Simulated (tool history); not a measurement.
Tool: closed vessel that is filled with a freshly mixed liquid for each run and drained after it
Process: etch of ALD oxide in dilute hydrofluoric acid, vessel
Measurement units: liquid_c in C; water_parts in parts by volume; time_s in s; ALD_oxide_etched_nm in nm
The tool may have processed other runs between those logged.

run    day  liquid_c  water_parts  time_s  ALD_oxide_etched_nm
  1  0.000      20.0          145     155              14.3710
  2  0.367      20.0          145     155              14.3370
  3  0.500      20.0          145     165              15.2850
  4  0.804      19.5          160     165              13.4490
  5  0.854      19.0          170     165              12.2250
  6  1.117      17.5          170     165              11.6150
  7  1.292      17.5          180     165              10.7590
  8  1.342      17.5          190     165              10.1230
  9  1.467      17.5          195     165               9.8351
 10  1.812      17.5          200     165               9.5417
 11  2.067      17.5          205     165               9.2774
 12  2.133      17.5          210     165               8.9373
 13  2.517      17.5          215     165               8.7294

Run 14, settings as shown, results not yet in. Your forecast:
 14  2.708      17.5          220     165                    ?

{"run 14": {"ALD_oxide_etched_nm": 8.5029}}
